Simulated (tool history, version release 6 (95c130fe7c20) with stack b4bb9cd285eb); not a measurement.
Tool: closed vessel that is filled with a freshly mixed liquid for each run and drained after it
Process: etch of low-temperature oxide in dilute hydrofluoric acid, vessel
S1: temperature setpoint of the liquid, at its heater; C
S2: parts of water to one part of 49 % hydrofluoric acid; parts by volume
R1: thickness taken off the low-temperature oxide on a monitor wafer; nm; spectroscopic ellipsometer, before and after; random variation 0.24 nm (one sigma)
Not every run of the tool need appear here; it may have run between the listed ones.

Run 1, hour 0.0: S1 22.0 C, S2 65 parts by volume, time in the liquid (s) 45. Result: R1 16.019 nm.
Run 2, hour 7.7: S1 24.5 C, S2 50 parts by volume, time in the liquid (s) 45. Result: R1 23.554 nm.
Run 3, hour 9.9: S1 26.0 C, S2 40 parts by volume, time in the liquid (s) 45. Result: R1 31.723 nm.
Run 4, hour 16.8: S1 26.0 C, S2 40 parts by volume, time in the liquid (s) 45. Result: R1 31.857 nm.
Run 5, hour 18.7: S1 27.0 C, S2 35 parts by volume, time in the liquid (s) 45. Result: R1 37.688 nm.
Run 6, hour 24.7: S1 28.0 C, S2 35 parts by volume, time in the liquid (s) 45. Result: R1 39.660 nm.

The next listed run, before its measurement:
Run 7, hour 33.5: S1 28.5 C, S2 35 parts by volume, time in the liquid (s) 45. Result: R1 ?.

Run 7 produced R1 40.673 nm.

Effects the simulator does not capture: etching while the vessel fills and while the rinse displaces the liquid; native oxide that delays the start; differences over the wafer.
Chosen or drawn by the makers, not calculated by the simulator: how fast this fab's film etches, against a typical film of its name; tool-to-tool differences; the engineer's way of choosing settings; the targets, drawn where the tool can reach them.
